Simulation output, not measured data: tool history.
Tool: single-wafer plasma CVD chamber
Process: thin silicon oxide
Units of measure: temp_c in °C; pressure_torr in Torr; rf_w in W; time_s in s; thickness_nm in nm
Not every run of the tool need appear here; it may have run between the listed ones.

Run 1, hour 0: temp_c 390 °C, pressure_torr 0.797 Torr, rf_w 240 W, time_s 14 s. Result: thickness_nm 23.736 nm.
Run 2, hour 3.3: temp_c 390 °C, pressure_torr 0.718 Torr, rf_w 240 W, time_s 14 s. Result: thickness_nm 21.288 nm.
Run 3, hour 6.7: temp_c 390 °C, pressure_torr 0.718 Torr, rf_w 240 W, time_s 14 s. Result: thickness_nm 21.146 nm.
Run 4, hour 11.9: temp_c 384 °C, pressure_torr 0.718 Torr, rf_w 240 W, time_s 14 s. Result: thickness_nm 21.318 nm.
Run 5, hour 18.7: temp_c 384 °C, pressure_torr 0.718 Torr, rf_w 240 W, time_s 14.4 s. Result: thickness_nm 21.972 nm.
Run 6, hour 21.1: temp_c 384 °C, pressure_torr 0.664 Torr, rf_w 240 W, time_s 14.4 s. Result: thickness_nm 20.169 nm.
Run 7, hour 28.5: temp_c 384 °C, pressure_torr 0.632 Torr, rf_w 240 W, time_s 14.4 s. Result: thickness_nm 19.127 nm.
Run 8, hour 36.5: temp_c 384 °C, pressure_torr 0.632 Torr, rf_w 240 W, time_s 14.4 s. Result: thickness_nm 19.042 nm.

Predict the results of run 9:
Run 9, hour 41.5: temp_c 384 °C, pressure_torr 0.613 Torr, rf_w 240 W, time_s 14.4 s. Result: thickness_nm ?.

For run 9 the tool returned thickness_nm 18.428 nm.
